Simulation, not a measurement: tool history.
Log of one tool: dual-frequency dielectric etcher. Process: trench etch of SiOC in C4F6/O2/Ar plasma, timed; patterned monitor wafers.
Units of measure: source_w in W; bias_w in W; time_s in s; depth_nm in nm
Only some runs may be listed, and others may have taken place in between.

{"run": 1, "hour": 0.0, "source_w": 270, "bias_w": 192, "time_s": 12, "depth_nm": 21.135}
{"run": 2, "hour": 8.7, "source_w": 260, "bias_w": 187, "time_s": 12, "depth_nm": 20.558}
{"run": 3, "hour": 13.2, "source_w": 250, "bias_w": 184, "time_s": 12, "depth_nm": 20.084}
{"run": 4, "hour": 18.2, "source_w": 270, "bias_w": 184, "time_s": 12, "depth_nm": 20.8}
{"run": 5, "hour": 25.1, "source_w": 270, "bias_w": 184, "time_s": 11, "depth_nm": 19.147}
{"run": 6, "hour": 28.5, "source_w": 270, "bias_w": 184, "time_s": 12, "depth_nm": 20.787}

Forecast run 7:
{"run": 7, "hour": 33.7, "source_w": 260, "bias_w": 181, "time_s": 12, "depth_nm": "?"}

depth_nm: 20.195 nm
